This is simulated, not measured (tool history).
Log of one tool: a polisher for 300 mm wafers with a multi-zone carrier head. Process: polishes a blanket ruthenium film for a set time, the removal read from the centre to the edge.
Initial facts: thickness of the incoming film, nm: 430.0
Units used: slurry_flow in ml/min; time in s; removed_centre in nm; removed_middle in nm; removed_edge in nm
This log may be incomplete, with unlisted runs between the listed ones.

run    day  slurry_flow  centre_zone  middle_zone  edge_zone  time  removed_centre  removed_middle  removed_edge
  1      0          230            1            1          1    44          58.369          59.004         59.05
  2  0.354          240         1.02         1.04       1.01    45          60.602          62.423        60.588
  3  0.617          250         1.04         1.07       1.02    46          63.613          65.647         61.65
  4  0.704          250         0.97         1.07       1.02    46          61.012          65.753        61.702
  5  0.942          250         0.97         1.13       1.02    46          60.707          67.405        62.445
  6  1.042          250         0.97         1.13       1.02    35          47.396          50.954        46.881
  7  1.129          260         0.99         1.14       1.03    38          50.826           56.56        51.586
  8  1.258          265         1.02         1.14       1.02    41          55.073          60.506        56.142
  9  1.604          240         1.04         1.15       0.98    44          59.439          65.889        58.042
 10  1.667          245         1.07         1.15       0.98    45           62.74          66.498        59.659

Run 11, settings as shown, results not yet in. Your forecast:
 11  1.804          250         1.08         1.16       0.98    46               ?               ?             ?

{"run 11": {"removed_centre": 65.09, "removed_middle": 68.355, "removed_edge": 62.046}}

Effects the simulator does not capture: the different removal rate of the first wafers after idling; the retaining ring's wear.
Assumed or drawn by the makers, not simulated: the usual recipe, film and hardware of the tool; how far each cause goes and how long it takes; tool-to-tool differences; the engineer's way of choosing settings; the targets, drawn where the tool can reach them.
